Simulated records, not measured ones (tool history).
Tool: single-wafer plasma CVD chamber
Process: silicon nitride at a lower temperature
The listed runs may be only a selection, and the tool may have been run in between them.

run  hour  heater temperature setpoint (K)  chamber pressure (Pa)  RF power (W)  deposition time (s)  mean film thickness on the monitor wafer (nm)
  1     0                           623.15                    144           325                 13.3                                           15.4
  2   0.8                           623.15                    144           310                 13.3                                         14.959
  3   3.8                           623.15                    129           285                 13.2                                         13.395
  4     8                           623.15                    117           280                 13.2                                         12.524
  5  11.5                           623.15                    117           260                 13.2                                         11.973
  6  18.6                           623.15                    113           260                 13.2                                         11.724
  7  21.7                           623.15                    103           260                 13.2                                         10.905

Expected results for the next run?
  8  29.7                           623.15                    105           260                 13.2                                              ?

mean film thickness on the monitor wafer (nm): 11.154
